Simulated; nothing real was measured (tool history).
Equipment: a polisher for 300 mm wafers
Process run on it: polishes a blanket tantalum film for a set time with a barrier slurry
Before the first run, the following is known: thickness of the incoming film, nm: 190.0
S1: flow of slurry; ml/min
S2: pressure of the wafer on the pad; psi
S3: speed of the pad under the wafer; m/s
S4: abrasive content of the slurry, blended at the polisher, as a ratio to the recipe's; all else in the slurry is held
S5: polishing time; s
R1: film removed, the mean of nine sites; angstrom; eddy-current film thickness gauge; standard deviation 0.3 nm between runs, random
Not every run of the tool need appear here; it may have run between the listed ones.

Run 1, hour 0: S1 175 ml/min, S2 2.1 psi, S3 1.02 m/s, S4 1, S5 26 s. Result: R1 476.17 angstrom.
Run 2, hour 8.5: S1 175 ml/min, S2 2.1 psi, S3 1.14 m/s, S4 1, S5 26 s. Result: R1 521.06 angstrom.
Run 3, hour 9.7: S1 175 ml/min, S2 1.7 psi, S3 1.14 m/s, S4 1, S5 26 s. Result: R1 429.98 angstrom.
Run 4, hour 12.7: S1 175 ml/min, S2 1.7 psi, S3 1.14 m/s, S4 1.15, S5 26 s. Result: R1 450.92 angstrom.
Run 5, hour 13.5: S1 175 ml/min, S2 1.5 psi, S3 1.02 m/s, S4 1.15, S5 26 s. Result: R1 360.78 angstrom.
Run 6, hour 14: S1 175 ml/min, S2 1.4 psi, S3 0.94 m/s, S4 1.15, S5 26 s. Result: R1 313.79 angstrom.

What will run 7 give?
Run 7, hour 16.3: S1 175 ml/min, S2 1.3 psi, S3 0.88 m/s, S4 1.15, S5 26 s. Result: R1 ?.

For run 7 the tool returned R1 267.95 angstrom.
